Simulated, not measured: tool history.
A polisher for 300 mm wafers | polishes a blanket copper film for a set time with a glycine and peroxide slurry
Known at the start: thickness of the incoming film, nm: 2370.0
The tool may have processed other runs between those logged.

run	hour	flow of slurry (ml/min)	pressure of the wafer on the pad (psi)	speed of the pad under the wafer (m/s)	polishing time (s)	film removed (Å)
1	0	130	2.1	0.76	31	1164.7
2	3.4	130	2.5	0.76	31	1319.6
3	5.5	130	2.5	0.68	31	1245.8
4	12.8	130	2.5	0.56	31	1143.2
5	14	125	2.4	0.56	31	1114
6	14.8	125	2.4	0.42	31	991.83
7	19.3	125	2.4	0.42	31	990.37

Predict the results of run 8:
8	23.2	120	2.4	0.42	31	?

{"run 8": {"film removed (Å)": 973.1}}
